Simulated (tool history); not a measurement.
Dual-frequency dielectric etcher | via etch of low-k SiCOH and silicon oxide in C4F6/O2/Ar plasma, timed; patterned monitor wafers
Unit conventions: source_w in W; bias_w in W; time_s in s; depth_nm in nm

run	day	source_w	bias_w	time_s	depth_nm
1	0	420	175	83	199.02
2	0.217	360	175	83	185.25
3	0.471	400	176	83	194.81
4	0.579	400	158	83	187.73
5	0.833	400	185	83	196.94
6	1.058	400	168	83	191.06
7	1.129	430	169	83	198.73
8	1.158	450	170	83	202.67
9	1.462	470	170	83	207.44

Estimate the outcome of run 10 from the log above:
10	1.617	480	170	83	?

{"run 10": {"depth_nm": 209.63}}
